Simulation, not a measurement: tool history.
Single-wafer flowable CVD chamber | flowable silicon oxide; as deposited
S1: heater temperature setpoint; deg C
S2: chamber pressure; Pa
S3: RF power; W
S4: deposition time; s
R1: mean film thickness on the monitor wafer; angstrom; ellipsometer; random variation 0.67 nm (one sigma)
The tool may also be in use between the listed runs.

Run 1, hour 0.0: S1 100 deg C, S2 75.2 Pa, S3 2015 W, S4 914 s. Result: R1 3399.9 angstrom.
Run 2, hour 8.8: S1 102 deg C, S2 75.2 Pa, S3 2015 W, S4 914 s. Result: R1 3200.8 angstrom.
Run 3, hour 17.9: S1 98 deg C, S2 75.2 Pa, S3 2015 W, S4 914 s. Result: R1 3577.4 angstrom.
Run 4, hour 20.8: S1 98 deg C, S2 65.3 Pa, S3 2015 W, S4 914 s. Result: R1 3145.4 angstrom.
Run 5, hour 28.5: S1 98 deg C, S2 65.3 Pa, S3 2220 W, S4 914 s. Result: R1 3202.5 angstrom.
Run 6, hour 31.7: S1 99 deg C, S2 65.3 Pa, S3 2220 W, S4 914 s. Result: R1 3098.0 angstrom.
Run 7, hour 32.6: S1 100 deg C, S2 65.3 Pa, S3 2220 W, S4 914 s. Result: R1 3024.2 angstrom.
Run 8, hour 38.6: S1 101 deg C, S2 65.3 Pa, S3 2220 W, S4 914 s. Result: R1 2928.3 angstrom.
Run 9, hour 46.6: S1 102 deg C, S2 65.3 Pa, S3 2220 W, S4 914 s. Result: R1 2844.1 angstrom.

The next listed run, before its measurement:
Run 10, hour 52.4: S1 102 deg C, S2 65.3 Pa, S3 2220 W, S4 914 s. Result: R1 ?.

Run 10 gave R1 2839.3 angstrom.

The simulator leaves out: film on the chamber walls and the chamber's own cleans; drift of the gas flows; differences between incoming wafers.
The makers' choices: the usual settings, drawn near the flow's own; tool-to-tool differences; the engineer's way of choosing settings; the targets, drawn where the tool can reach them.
